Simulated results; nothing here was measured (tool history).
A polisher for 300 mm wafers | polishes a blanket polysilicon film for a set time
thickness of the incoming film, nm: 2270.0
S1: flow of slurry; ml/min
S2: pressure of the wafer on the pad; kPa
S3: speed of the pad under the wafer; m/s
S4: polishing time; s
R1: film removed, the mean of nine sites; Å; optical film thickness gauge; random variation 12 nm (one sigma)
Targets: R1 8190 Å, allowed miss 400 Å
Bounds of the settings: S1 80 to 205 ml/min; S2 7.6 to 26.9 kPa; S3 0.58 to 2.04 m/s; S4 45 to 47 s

run  hour   S1    S2    S3  S4      R1
  1     0  135  17.2   1.3  45  4899.6
  2   8.2  135  18.6   1.3  45  5276.8
  3  13.1  135  21.4   1.3  45  5775.2
  4  16.3  135  19.3   1.3  45  5338.9
  5  17.6  135  19.3   1.3  45  5418.2
  6  25.7  135  15.9   1.3  45  4770.1
  7  31.2  135  17.9  1.34  45  5199.4
  8  39.4  135  19.3  1.36  45  5564.1

5 next moves are on the table. One of them brings every result within its allowed miss. Which?
  A  47.6  125  17.9     1  45   ?
  B  47.6  155  20.7  1.54  47   ?
  C  47.6   95  20.7  0.92  45   ?
  D  47.6  125    20  1.22  45   ?
  E  47.6  105  24.1  1.72  47   ?

move      R1
   A  3992.5
   B  7276.3
   C    3767
   D  5198.5
   E  8268.4
A: further off than the last run
B: nearer than the last run, and not there yet
C: further off than the last run
D: further off than the last run
E: meets every target
Answer: E
